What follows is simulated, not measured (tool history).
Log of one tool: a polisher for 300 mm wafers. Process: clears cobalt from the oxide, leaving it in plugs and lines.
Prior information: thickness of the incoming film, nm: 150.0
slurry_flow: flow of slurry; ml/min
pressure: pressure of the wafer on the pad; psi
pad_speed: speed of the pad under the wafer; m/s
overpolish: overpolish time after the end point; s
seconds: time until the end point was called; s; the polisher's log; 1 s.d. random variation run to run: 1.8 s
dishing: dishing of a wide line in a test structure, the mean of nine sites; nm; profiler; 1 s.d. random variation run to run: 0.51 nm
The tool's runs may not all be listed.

run	hour	slurry_flow	pressure	pad_speed	overpolish	seconds	dishing
1	0	200	1.2	0.94	14	51.69	28.884
2	7	200	1.1	0.92	15	54.734	28.455
3	11.4	200	1	0.88	16	60.827	26.687
4	17.4	200	1	0.68	16	76.87	22.675
5	18.7	150	1	0.68	16	82.539	21.997
6	24.3	185	1	0.68	16	80.976	22.178
7	27.8	185	1	0.68	17	78.551	23.689

Run 8 comes next. What will it give?
8	31.7	180	1	0.68	18	?	?

Run 8 measured seconds 77.03 s, dishing 24.857 nm.
